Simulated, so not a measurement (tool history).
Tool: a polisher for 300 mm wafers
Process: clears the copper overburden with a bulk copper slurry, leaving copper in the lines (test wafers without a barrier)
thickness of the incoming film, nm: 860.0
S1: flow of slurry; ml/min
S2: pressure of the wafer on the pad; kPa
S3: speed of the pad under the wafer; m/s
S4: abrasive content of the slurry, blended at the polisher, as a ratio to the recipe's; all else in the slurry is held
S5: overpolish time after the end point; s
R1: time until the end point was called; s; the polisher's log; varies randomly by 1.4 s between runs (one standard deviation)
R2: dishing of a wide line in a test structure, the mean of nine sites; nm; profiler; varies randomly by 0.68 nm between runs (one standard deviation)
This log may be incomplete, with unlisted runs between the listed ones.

run,hour,S1,S2,S3,S4,S5,R1,R2
1,0,305,13.1,1.36,1,15,85.046,68.023
2,0.5,305,9.7,1.36,1,15,113.37,56.129
3,9.2,305,9.7,1.36,0.9,15,118.81,54.822
4,15.9,305,9.7,1.36,0.75,15,122.03,52.208
5,17.3,305,9.7,1.36,0.65,15,129.16,51.249
6,22,305,9,1.34,0.65,17,139.62,52.972
7,28,305,9,1.34,0.65,18,139.39,54.01
8,31.5,300,7.6,1.3,0.65,25,168.54,55.043

Expected results for the next run?
9,38.4,300,7.6,1.3,0.65,26,?,?

Run 9 came out at R1 168.66 s, R2 57.272 nm.
